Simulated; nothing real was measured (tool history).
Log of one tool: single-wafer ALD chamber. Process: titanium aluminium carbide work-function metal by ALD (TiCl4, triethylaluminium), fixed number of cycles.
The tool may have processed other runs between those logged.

| run | hour | heater temperature setpoint (deg C) | triethylaluminium pulse time (s) | mean film thickness on the monitor wafer (nm) |
|---|---|---|---|---|
| 1 | 0.0 | 315 | 14.20 | 2.1793 |
| 2 | 3.7 | 309 | 11.91 | 2.0975 |
| 3 | 4.7 | 304 | 10.67 | 2.0069 |
| 4 | 12.8 | 299 | 10.67 | 1.9763 |
| 5 | 14.9 | 299 | 12.65 | 2.0393 |
| 6 | 20.4 | 297 | 11.63 | 1.9788 |
| 7 | 25.1 | 296 | 11.12 | 1.9680 |

Run 8 is up next; what results do you expect?
| 8 | 28.1 | 295 | 10.62 | ? |

mean film thickness on the monitor wafer (nm): 1.9300
